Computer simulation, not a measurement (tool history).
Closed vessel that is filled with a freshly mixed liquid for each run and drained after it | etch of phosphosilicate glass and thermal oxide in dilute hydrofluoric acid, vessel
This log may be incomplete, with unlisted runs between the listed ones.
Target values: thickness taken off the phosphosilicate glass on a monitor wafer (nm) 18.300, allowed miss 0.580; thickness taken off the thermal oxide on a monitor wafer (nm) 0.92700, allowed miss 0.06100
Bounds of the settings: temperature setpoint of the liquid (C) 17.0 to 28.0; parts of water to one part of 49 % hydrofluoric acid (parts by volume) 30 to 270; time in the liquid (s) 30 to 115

run  hour  temperature setpoint of the liquid (C)  parts of water to one part of 49 % hydrofluoric acid (parts by volume)  time in the liquid (s)  thickness taken off the phosphosilicate glass on a monitor wafer (nm)  thickness taken off the thermal oxide on a monitor wafer (nm)
  1   0.0                                    20.0                                                                     150                      60                                                                 25.778                                                        1.31470
  2   2.5                                    20.0                                                                     105                      60                                                                 39.618                                                        1.94600
  3   9.7                                    19.0                                                                     130                      60                                                                 30.178                                                        1.50170
  4  11.6                                    19.0                                                                      90                      60                                                                 44.660                                                        2.19500
  5  12.7                                    19.0                                                                     115                      60                                                                 33.795                                                        1.74080
  6  21.7                                    19.5                                                                     140                      60                                                                 27.703                                                        1.37190
  7  26.0                                    18.5                                                                     150                      60                                                                 24.683                                                        1.30310
  8  28.1                                    19.5                                                                     165                      60                                                                 22.568                                                        1.17220
  9  33.1                                    19.5                                                                     175                      60                                                                 21.192                                                        1.05920

Next run, 5 choices. One meets every target within its allowed miss, the rest don't. Which?
  A  38.1                                    20.5                                                                     160                      40                                                                      ?                                                              ?
  B  38.1                                    18.0                                                                     205                      90                                                                      ?                                                              ?
  C  38.1                                    22.0                                                                     200                      55                                                                      ?                                                              ?
  D  38.1                                    19.0                                                                     180                      60                                                                      ?                                                              ?
  E  38.1                                    23.5                                                                     175                      40                                                                      ?                                                              ?

move  thickness taken off the phosphosilicate glass on a monitor wafer (nm)  thickness taken off the thermal oxide on a monitor wafer (nm)
   A                                                                 16.449                                                        0.82421
   B                                                                 25.046                                                        1.25500
   C                                                                 18.435                                                        0.92373
   D                                                                 20.255                                                        1.01490
   E                                                                 16.652                                                        0.83439
A: takes the biggest miss from the last run beyond its target
B: misses by more than the last run did
C: every result lands within tolerance
D: nearer the targets than the last run, but a result is still out of spec
E: takes the biggest miss from the last run beyond its target
The right move is C.
